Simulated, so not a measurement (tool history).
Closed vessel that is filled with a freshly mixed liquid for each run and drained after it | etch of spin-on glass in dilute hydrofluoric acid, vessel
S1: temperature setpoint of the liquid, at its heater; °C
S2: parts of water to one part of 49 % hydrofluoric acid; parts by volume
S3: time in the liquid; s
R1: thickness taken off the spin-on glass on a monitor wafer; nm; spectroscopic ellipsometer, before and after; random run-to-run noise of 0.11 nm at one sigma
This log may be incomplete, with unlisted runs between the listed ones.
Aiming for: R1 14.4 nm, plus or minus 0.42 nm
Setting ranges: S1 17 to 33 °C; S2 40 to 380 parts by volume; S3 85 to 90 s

run	hour	S1	S2	S3	R1
1	0	25	210	85	24.877
2	4.9	22.5	225	85	21.202
3	7.3	22.5	195	85	25.048
4	15.2	20	195	85	22.72
5	22.5	20	245	85	17.221
6	28.2	20	245	85	17.316
7	30.5	19	250	85	16.028
8	36.8	19	250	85	16.097
9	38.2	18.5	255	85	15.446

Exactly one of the 5 candidate moves below puts every result within its allowed miss. Which one?
A	39.6	17	250	90	?
B	39.6	18	260	90	?
C	39.6	17.5	290	90	?
D	39.6	20.5	285	85	?
E	39.6	17	245	85	?

move	R1
A	15.778
B	15.645
C	13.43
D	14.511
E	15.267
A: its largest miss is bigger than the last run's
B: its largest miss is bigger than the last run's
C: carries the result that was furthest off beyond its target, to the other side
D: all results land within tolerance of their targets
E: better than the last run, though not everything is in spec
Correct choice: D, which meets every target
